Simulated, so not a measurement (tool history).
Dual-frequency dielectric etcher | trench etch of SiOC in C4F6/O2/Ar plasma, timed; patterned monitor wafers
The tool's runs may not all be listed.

| run | hour | source power (kW) | bias power (kW) | etch time (s) | mean etch depth across the wafer (nm) |
|---|---|---|---|---|---|
| 1 | 0.0 | 0.470 | 0.144 | 29.5 | 57.382 |
| 2 | 0.6 | 0.430 | 0.140 | 29.5 | 53.989 |
| 3 | 6.5 | 0.430 | 0.140 | 31.0 | 55.689 |
| 4 | 11.8 | 0.430 | 0.140 | 31.0 | 56.436 |
| 5 | 15.3 | 0.400 | 0.139 | 31.0 | 53.496 |
| 6 | 16.9 | 0.400 | 0.139 | 31.0 | 53.630 |

The next listed run, before its measurement:
| 7 | 21.7 | 0.390 | 0.138 | 31.0 | ? |

mean etch depth across the wafer (nm): 52.219

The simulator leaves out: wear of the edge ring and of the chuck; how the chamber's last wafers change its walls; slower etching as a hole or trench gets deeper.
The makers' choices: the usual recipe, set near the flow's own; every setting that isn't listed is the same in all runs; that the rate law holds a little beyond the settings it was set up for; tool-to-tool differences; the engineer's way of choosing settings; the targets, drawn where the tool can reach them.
